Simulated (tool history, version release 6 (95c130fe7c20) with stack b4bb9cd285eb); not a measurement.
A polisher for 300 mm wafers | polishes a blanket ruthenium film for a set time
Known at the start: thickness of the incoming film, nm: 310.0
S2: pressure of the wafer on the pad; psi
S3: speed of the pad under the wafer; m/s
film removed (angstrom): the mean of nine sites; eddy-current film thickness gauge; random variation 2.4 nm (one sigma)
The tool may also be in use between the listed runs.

{"run": 1, "hour": 0.0, "flow of slurry (ml/min)": 130, "S2": 2.5, "S3": 1.14, "polishing time (s)": 53, "film removed (angstrom)": 995.35}
{"run": 2, "hour": 2.5, "flow of slurry (ml/min)": 130, "S2": 2.8, "S3": 1.14, "polishing time (s)": 53, "film removed (angstrom)": 1087.6}
{"run": 3, "hour": 3.4, "flow of slurry (ml/min)": 130, "S2": 2.6, "S3": 1.14, "polishing time (s)": 53, "film removed (angstrom)": 1020.4}
{"run": 4, "hour": 8.9, "flow of slurry (ml/min)": 130, "S2": 2.6, "S3": 1.28, "polishing time (s)": 53, "film removed (angstrom)": 1100.4}
{"run": 5, "hour": 16.7, "flow of slurry (ml/min)": 130, "S2": 2.6, "S3": 1, "polishing time (s)": 53, "film removed (angstrom)": 865.63}
{"run": 6, "hour": 18.5, "flow of slurry (ml/min)": 130, "S2": 2.6, "S3": 1, "polishing time (s)": 53, "film removed (angstrom)": 902.31}
{"run": 7, "hour": 20.0, "flow of slurry (ml/min)": 130, "S2": 2.8, "S3": 1.04, "polishing time (s)": 53, "film removed (angstrom)": 1001.2}

Run 8 comes next. What will it give?
{"run": 8, "hour": 21.2, "flow of slurry (ml/min)": 130, "S2": 3, "S3": 1.08, "polishing time (s)": 53, "film removed (angstrom)": "?"}

Run 8 gave film removed (angstrom) 1122.7.
